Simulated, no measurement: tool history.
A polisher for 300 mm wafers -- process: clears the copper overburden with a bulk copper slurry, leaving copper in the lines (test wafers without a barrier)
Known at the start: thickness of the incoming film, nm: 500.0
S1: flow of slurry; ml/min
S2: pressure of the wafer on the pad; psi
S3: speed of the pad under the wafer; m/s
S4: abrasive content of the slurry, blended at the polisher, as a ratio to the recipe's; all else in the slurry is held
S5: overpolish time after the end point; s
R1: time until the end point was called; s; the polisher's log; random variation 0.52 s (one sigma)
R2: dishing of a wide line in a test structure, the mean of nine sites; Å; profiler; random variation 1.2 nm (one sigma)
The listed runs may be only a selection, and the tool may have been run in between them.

{"run": 1, "day": 0.0, "S1": 270, "S2": 2.1, "S3": 1.08, "S4": 1.0, "S5": 22, "R1": 55.688, "R2": 827.35}
{"run": 2, "day": 0.3, "S1": 270, "S2": 2.1, "S3": 1.08, "S4": 1.0, "S5": 18, "R1": 55.561, "R2": 746.89}
{"run": 3, "day": 0.588, "S1": 270, "S2": 2.3, "S3": 1.08, "S4": 1.0, "S5": 19, "R1": 50.106, "R2": 816.89}
{"run": 4, "day": 0.829, "S1": 210, "S2": 2.3, "S3": 1.08, "S4": 1.0, "S5": 19, "R1": 51.298, "R2": 809.23}
{"run": 5, "day": 1.208, "S1": 210, "S2": 2.5, "S3": 1.08, "S4": 1.0, "S5": 19, "R1": 47.9, "R2": 850.77}
{"run": 6, "day": 1.45, "S1": 210, "S2": 2.6, "S3": 1.1, "S4": 1.0, "S5": 19, "R1": 44.426, "R2": 862.0}
{"run": 7, "day": 1.475, "S1": 210, "S2": 2.7, "S3": 1.12, "S4": 1.0, "S5": 20, "R1": 43.991, "R2": 941.33}
{"run": 8, "day": 1.667, "S1": 210, "S2": 2.8, "S3": 1.16, "S4": 1.0, "S5": 20, "R1": 40.458, "R2": 974.16}
{"run": 9, "day": 1.979, "S1": 210, "S2": 2.9, "S3": 1.18, "S4": 1.0, "S5": 20, "R1": 38.82, "R2": 986.27}

What does the tool deliver on the next run?
{"run": 10, "day": 2.067, "S1": 210, "S2": 3.0, "S3": 1.2, "S4": 1.0, "S5": 20, "R1": "?", "R2": "?"}

{"run 10": {"R1": 36.023, "R2": 1009.6}}
